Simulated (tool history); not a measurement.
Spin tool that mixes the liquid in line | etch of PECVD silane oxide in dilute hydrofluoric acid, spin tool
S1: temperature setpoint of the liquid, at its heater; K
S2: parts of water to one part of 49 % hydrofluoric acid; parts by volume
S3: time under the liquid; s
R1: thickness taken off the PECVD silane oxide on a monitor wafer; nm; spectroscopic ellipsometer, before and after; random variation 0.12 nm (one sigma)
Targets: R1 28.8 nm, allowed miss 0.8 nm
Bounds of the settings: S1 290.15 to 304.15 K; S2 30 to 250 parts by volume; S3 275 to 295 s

{"run": 1, "hour": 0.0, "S1": 296.15, "S2": 140, "S3": 275, "R1": 37.515}
{"run": 2, "hour": 8.5, "S1": 295.15, "S2": 140, "S3": 275, "R1": 36.182}
{"run": 3, "hour": 17.4, "S1": 292.15, "S2": 140, "S3": 275, "R1": 31.824}
{"run": 4, "hour": 26.1, "S1": 291.65, "S2": 140, "S3": 275, "R1": 31.594}
{"run": 5, "hour": 31.4, "S1": 291.15, "S2": 140, "S3": 275, "R1": 30.94}
{"run": 6, "hour": 35.9, "S1": 291.15, "S2": 115, "S3": 275, "R1": 38.379}
{"run": 7, "hour": 41.5, "S1": 291.15, "S2": 115, "S3": 275, "R1": 38.249}
{"run": 8, "hour": 49.7, "S1": 291.15, "S2": 120, "S3": 275, "R1": 36.568}
{"run": 9, "hour": 54.3, "S1": 291.15, "S2": 125, "S3": 275, "R1": 34.921}
{"run": 10, "hour": 61.6, "S1": 291.15, "S2": 130, "S3": 275, "R1": 33.347}
{"run": 11, "hour": 65.1, "S1": 291.15, "S2": 135, "S3": 275, "R1": 32.254}
{"run": 12, "hour": 72.1, "S1": 290.65, "S2": 140, "S3": 275, "R1": 30.058}

Which of these 4 next moves meets every target?
{"run": "A", "hour": 79.1, "S1": 290.15, "S2": 135, "S3": 275, "R1": "?"}
{"run": "B", "hour": 79.1, "S1": 291.65, "S2": 155, "S3": 285, "R1": "?"}
{"run": "C", "hour": 79.1, "S1": 290.15, "S2": 130, "S3": 275, "R1": "?"}
{"run": "D", "hour": 79.1, "S1": 291.15, "S2": 140, "S3": 290, "R1": "?"}

move=A R1=30.844
move=B R1=29.016
move=C R1=32.19
move=D R1=32.518
A: further off than the last run
B: meets every target
C: further off than the last run
D: further off than the last run
Answer: B

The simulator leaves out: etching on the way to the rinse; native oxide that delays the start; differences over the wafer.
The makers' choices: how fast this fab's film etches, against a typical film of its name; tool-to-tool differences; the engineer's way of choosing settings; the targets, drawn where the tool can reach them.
